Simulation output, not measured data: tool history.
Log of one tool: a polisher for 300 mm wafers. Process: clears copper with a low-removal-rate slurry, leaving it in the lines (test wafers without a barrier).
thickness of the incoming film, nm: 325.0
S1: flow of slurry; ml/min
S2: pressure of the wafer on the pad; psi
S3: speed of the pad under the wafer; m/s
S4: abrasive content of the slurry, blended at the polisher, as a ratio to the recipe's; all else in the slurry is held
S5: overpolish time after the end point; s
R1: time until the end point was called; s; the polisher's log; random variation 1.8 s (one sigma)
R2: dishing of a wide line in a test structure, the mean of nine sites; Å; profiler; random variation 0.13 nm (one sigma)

run	day	S1	S2	S3	S4	S5	R1	R2
1	0	145	3.1	0.84	1	22	140.52	152.69
2	0.267	145	3.1	0.74	1	22	159.19	150.14
3	0.538	145	3.1	0.74	1.1	22	153.78	146.73
4	0.9	145	3.1	0.84	1.1	22	136.95	155.45
5	0.946	145	3.1	0.84	1.2	22	133.69	159.36
6	1.279	170	3.2	0.74	0.95	17	151.2	140.34
7	1.475	190	3.3	0.68	0.8	14	164.55	127.62
8	1.65	225	3.4	0.6	0.55	7	200.43	70.867
9	1.912	200	3.5	0.6	0.55	8	202.2	80.882
10	2.121	170	4	0.6	0.55	15	180.11	124.76
11	2.429	185	3.9	0.6	0.55	14	183.38	120.7

Run 12 comes next. What will it give?
12	2.617	195	3.8	0.62	0.55	13	?	?

R1: 181.95 s
R2: 114.32 Å
